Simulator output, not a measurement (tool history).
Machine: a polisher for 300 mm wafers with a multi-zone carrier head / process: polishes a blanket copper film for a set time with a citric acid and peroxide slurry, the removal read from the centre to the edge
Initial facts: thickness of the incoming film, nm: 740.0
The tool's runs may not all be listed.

run,hour,flow of slurry (ml/min),pressure of the head's centre zone,pressure of the head's middle zone,pressure of the head's edge zone,abrasive content of the slurry,polishing time (s),film removed at the wafer's centre (nm),film removed at mid-radius (nm),film removed at the wafer's edge (nm)
1,0.0,310,1.00,1.00,1.00,1.00,33,124.66,127.05,123.58
2,8.1,310,1.00,1.01,1.02,1.05,33,128.21,128.73,127.64
3,9.6,315,0.99,1.03,1.04,1.05,33,127.25,130.44,130.60
4,16.5,320,0.99,1.05,1.05,1.05,33,125.82,133.26,130.57
5,24.1,320,1.08,1.05,1.05,1.05,33,137.18,132.04,127.59
6,31.8,320,1.08,1.05,1.05,0.90,33,137.69,128.81,124.86
7,38.4,320,1.08,1.05,1.05,0.90,33,134.90,127.84,125.67
8,40.6,330,0.98,1.13,1.15,1.15,34,134.33,148.63,139.38
9,41.5,330,0.97,1.13,1.15,1.15,34,133.03,148.35,141.36

Run 10 comes next. What will it give?
10,44.5,340,0.95,1.12,1.17,1.25,34,?,?,?

{"run 10": {"film removed at the wafer's centre (nm)": 131.31, "film removed at mid-radius (nm)": 150.46, "film removed at the wafer's edge (nm)": 145.3}}
